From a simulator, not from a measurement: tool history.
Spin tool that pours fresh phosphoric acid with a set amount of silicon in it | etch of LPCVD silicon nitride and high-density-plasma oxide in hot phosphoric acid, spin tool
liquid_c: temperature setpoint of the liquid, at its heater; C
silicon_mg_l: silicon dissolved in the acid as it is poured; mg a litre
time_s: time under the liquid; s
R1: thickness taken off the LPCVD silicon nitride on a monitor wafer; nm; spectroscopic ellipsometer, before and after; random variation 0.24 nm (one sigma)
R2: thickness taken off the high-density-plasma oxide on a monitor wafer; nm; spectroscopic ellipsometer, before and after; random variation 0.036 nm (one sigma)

run 1 hour=0 | liquid_c=160 silicon_mg_l=8.5 time_s=165 | R1=16.102 R2=0.99958
run 2 hour=8.3 | liquid_c=160.5 silicon_mg_l=9.5 time_s=175 | R1=17.543 R2=1.0637
run 3 hour=15.4 | liquid_c=160.5 silicon_mg_l=5 time_s=175 | R1=17.515 R2=1.1549
run 4 hour=19.6 | liquid_c=161 silicon_mg_l=6.5 time_s=185 | R1=18.503 R2=1.2425
run 5 hour=26.6 | liquid_c=161 silicon_mg_l=9 time_s=185 | R1=18.725 R2=1.1957
run 6 hour=32.6 | liquid_c=161 silicon_mg_l=9 time_s=240 | R1=23.763 R2=1.5338
run 7 hour=40.1 | liquid_c=161 silicon_mg_l=10.5 time_s=245 | R1=24.917 R2=1.4739
run 8 hour=47.8 | liquid_c=161.5 silicon_mg_l=11.5 time_s=250 | R1=25.65 R2=1.5812
run 9 hour=49.2 | liquid_c=161.5 silicon_mg_l=12.5 time_s=255 | R1=25.908 R2=1.5562
run 10 hour=57.2 | liquid_c=161.5 silicon_mg_l=13 time_s=260 | R1=26.273 R2=1.5765

The next listed run, before its measurement:
run 11 hour=60.7 | liquid_c=161.5 silicon_mg_l=13.5 time_s=265 | R1=? R2=?

{"run 11": {"R1": 26.939, "R2": 1.5816}}
